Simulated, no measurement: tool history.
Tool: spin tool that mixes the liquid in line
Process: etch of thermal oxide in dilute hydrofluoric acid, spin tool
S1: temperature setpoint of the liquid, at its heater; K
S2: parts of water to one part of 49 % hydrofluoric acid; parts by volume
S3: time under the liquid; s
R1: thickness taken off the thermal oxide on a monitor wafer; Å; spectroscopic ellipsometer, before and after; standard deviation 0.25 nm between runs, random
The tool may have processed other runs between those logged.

{"run": 1, "hour": 0.0, "S1": 297.15, "S2": 80, "S3": 295, "R1": 183.34}
{"run": 2, "hour": 5.1, "S1": 299.65, "S2": 75, "S3": 295, "R1": 216.24}
{"run": 3, "hour": 10.2, "S1": 301.15, "S2": 75, "S3": 295, "R1": 230.28}
{"run": 4, "hour": 15.3, "S1": 302.15, "S2": 75, "S3": 295, "R1": 244.19}
{"run": 5, "hour": 16.0, "S1": 302.15, "S2": 100, "S3": 295, "R1": 174.86}
{"run": 6, "hour": 17.9, "S1": 302.15, "S2": 115, "S3": 295, "R1": 147.71}

Run 7 comes next. What will it give?
{"run": 7, "hour": 25.5, "S1": 303.15, "S2": 100, "S3": 295, "R1": "?"}

Run 7 measured R1 183.35 Å.
